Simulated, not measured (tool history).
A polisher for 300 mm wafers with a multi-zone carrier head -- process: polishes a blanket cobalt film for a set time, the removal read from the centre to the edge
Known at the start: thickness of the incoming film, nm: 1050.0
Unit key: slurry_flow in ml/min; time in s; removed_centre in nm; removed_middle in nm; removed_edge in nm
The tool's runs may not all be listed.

run 1 hour=0.0 | slurry_flow=225 centre_zone=1.00 middle_zone=1.00 edge_zone=1.00 time=78 | removed_centre=335.21 removed_middle=332.56 removed_edge=338.36
run 2 hour=8.8 | slurry_flow=225 centre_zone=1.00 middle_zone=1.00 edge_zone=0.93 time=78 | removed_centre=336.60 removed_middle=334.89 removed_edge=328.34
run 3 hour=17.6 | slurry_flow=225 centre_zone=1.00 middle_zone=1.00 edge_zone=0.98 time=78 | removed_centre=339.48 removed_middle=328.78 removed_edge=342.28
run 4 hour=21.4 | slurry_flow=235 centre_zone=1.02 middle_zone=1.01 edge_zone=1.02 time=79 | removed_centre=353.04 removed_middle=340.77 removed_edge=349.67
run 5 hour=27.0 | slurry_flow=235 centre_zone=1.02 middle_zone=1.01 edge_zone=1.07 time=79 | removed_centre=348.62 removed_middle=337.57 removed_edge=356.95
run 6 hour=30.2 | slurry_flow=235 centre_zone=1.07 middle_zone=1.01 edge_zone=1.07 time=79 | removed_centre=370.90 removed_middle=344.63 removed_edge=359.63
run 7 hour=36.6 | slurry_flow=240 centre_zone=1.07 middle_zone=1.00 edge_zone=1.09 time=80 | removed_centre=373.47 removed_middle=343.78 removed_edge=363.63
run 8 hour=37.7 | slurry_flow=240 centre_zone=1.07 middle_zone=0.99 edge_zone=1.11 time=82 | removed_centre=382.11 removed_middle=351.68 removed_edge=378.34

Forecast run 9:
run 9 hour=42.7 | slurry_flow=250 centre_zone=1.08 middle_zone=0.98 edge_zone=1.13 time=83 | removed_centre=? removed_middle=? removed_edge=?

removed_centre: 392.94 nm
removed_middle: 351.21 nm
removed_edge: 391.53 nm

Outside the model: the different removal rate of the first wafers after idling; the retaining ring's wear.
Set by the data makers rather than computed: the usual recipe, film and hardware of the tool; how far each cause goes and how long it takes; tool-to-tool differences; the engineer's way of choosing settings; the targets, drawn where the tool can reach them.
